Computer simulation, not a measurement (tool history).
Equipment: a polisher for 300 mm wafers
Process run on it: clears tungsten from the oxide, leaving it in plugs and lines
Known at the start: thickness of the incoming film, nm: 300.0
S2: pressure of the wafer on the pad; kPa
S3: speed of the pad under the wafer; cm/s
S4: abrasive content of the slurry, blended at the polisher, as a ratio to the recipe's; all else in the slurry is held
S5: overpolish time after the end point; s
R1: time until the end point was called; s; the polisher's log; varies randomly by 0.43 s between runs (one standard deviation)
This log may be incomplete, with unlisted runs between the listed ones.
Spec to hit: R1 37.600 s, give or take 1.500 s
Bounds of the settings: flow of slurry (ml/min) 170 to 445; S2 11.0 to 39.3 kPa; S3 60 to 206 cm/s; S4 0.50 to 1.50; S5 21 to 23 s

run 1 hour=0.0 | flow_of_slurry_(ml/min)=285 S2=24.8 S3=132 S4=1.00 S5=21 | R1=56.908
run 2 hour=3.0 | flow_of_slurry_(ml/min)=325 S2=24.8 S3=132 S4=1.00 S5=21 | R1=56.864
run 3 hour=8.6 | flow_of_slurry_(ml/min)=365 S2=24.8 S3=132 S4=1.00 S5=21 | R1=57.079
run 4 hour=14.4 | flow_of_slurry_(ml/min)=365 S2=24.8 S3=132 S4=1.10 S5=21 | R1=56.012
run 5 hour=16.6 | flow_of_slurry_(ml/min)=365 S2=24.8 S3=106 S4=1.10 S5=21 | R1=68.028
run 6 hour=17.5 | flow_of_slurry_(ml/min)=365 S2=26.2 S3=106 S4=1.10 S5=21 | R1=65.191
run 7 hour=25.3 | flow_of_slurry_(ml/min)=365 S2=27.6 S3=108 S4=1.10 S5=21 | R1=60.081
run 8 hour=31.3 | flow_of_slurry_(ml/min)=365 S2=27.6 S3=108 S4=1.10 S5=21 | R1=61.260
run 9 hour=38.5 | flow_of_slurry_(ml/min)=365 S2=29.0 S3=110 S4=1.10 S5=21 | R1=57.341

Next run, 4 choices. One meets every target within its allowed miss, the rest don't. Which?
run A hour=45.7 | flow_of_slurry_(ml/min)=360 S2=35.2 S3=154 S4=1.20 S5=21 | R1=?
run B hour=45.7 | flow_of_slurry_(ml/min)=370 S2=35.2 S3=140 S4=1.00 S5=21 | R1=?
run C hour=45.7 | flow_of_slurry_(ml/min)=345 S2=20.7 S3=90 S4=1.05 S5=21 | R1=?
run D hour=45.7 | flow_of_slurry_(ml/min)=360 S2=35.9 S3=150 S4=1.20 S5=21 | R1=?

move=A R1=33.387
move=B R1=37.788
move=C R1=96.565
move=D R1=33.608
A: moves the result that the last run missed by most past its target, out the other side
B: each result inside its tolerance
C: the biggest miss grows against the last run
D: moves the result that the last run missed by most past its target, out the other side
Answer: B
